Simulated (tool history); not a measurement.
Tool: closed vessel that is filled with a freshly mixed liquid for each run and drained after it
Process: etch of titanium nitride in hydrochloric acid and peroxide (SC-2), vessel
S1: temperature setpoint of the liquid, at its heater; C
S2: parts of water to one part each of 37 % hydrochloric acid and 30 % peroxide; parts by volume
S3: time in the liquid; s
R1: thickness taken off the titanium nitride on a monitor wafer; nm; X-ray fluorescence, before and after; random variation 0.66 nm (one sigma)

run	hour	S1	S2	S3	R1
1	0.0	49.0	7.0	1375	39.990
2	8.1	50.5	7.0	1375	43.137
3	14.8	50.5	5.5	1375	52.159
4	17.8	51.5	5.5	1375	55.631
5	22.8	52.5	5.5	1375	59.061
6	29.7	52.5	5.5	1460	63.155
7	31.3	53.5	5.5	1460	67.933
8	37.2	53.5	5.5	1460	67.898
9	39.2	54.0	5.5	1460	69.255
10	46.0	54.5	5.5	1460	72.181
11	54.5	55.0	5.5	1460	74.805
12	62.8	55.0	5.5	1460	74.082

The next listed run, before its measurement:
13	68.4	55.5	5.5	1460	?

R1: 76.725 nm

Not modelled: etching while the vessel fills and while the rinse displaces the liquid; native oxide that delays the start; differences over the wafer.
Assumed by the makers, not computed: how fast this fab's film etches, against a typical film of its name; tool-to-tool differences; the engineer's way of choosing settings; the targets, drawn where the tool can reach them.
